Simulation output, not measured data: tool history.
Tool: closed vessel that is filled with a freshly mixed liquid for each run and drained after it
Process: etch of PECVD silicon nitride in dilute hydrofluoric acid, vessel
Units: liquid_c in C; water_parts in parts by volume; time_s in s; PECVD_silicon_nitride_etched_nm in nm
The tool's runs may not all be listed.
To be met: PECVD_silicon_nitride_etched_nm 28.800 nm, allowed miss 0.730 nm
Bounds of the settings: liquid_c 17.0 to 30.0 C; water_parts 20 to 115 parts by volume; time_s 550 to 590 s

| run | hour | liquid_c | water_parts | time_s | PECVD_silicon_nitride_etched_nm |
|---|---|---|---|---|---|
| 1 | 0.0 | 22.0 | 65 | 550 | 41.574 |
| 2 | 5.1 | 20.0 | 65 | 550 | 36.165 |
| 3 | 7.7 | 20.0 | 85 | 550 | 27.327 |
| 4 | 14.9 | 20.0 | 85 | 550 | 27.626 |
| 5 | 15.5 | 20.0 | 85 | 550 | 27.541 |
| 6 | 16.9 | 20.0 | 65 | 550 | 35.750 |
| 7 | 18.7 | 19.0 | 65 | 550 | 33.518 |
| 8 | 25.8 | 18.5 | 65 | 550 | 32.413 |
| 9 | 32.4 | 18.0 | 65 | 550 | 31.254 |
| 10 | 40.8 | 17.5 | 65 | 550 | 30.325 |

4 next moves are on the table. One of them brings every result within its allowed miss. Which?
| A | 49.2 | 18.0 | 75 | 585 | ? |
| B | 49.2 | 18.5 | 70 | 590 | ? |
| C | 49.2 | 17.0 | 60 | 550 | ? |
| D | 49.2 | 17.5 | 65 | 555 | ? |

| move | PECVD_silicon_nitride_etched_nm |
|---|---|
| A | 29.284 |
| B | 32.704 |
| C | 31.868 |
| D | 30.824 |
A: meets every target
B: further off than the last run
C: further off than the last run
D: further off than the last run
Answer: A

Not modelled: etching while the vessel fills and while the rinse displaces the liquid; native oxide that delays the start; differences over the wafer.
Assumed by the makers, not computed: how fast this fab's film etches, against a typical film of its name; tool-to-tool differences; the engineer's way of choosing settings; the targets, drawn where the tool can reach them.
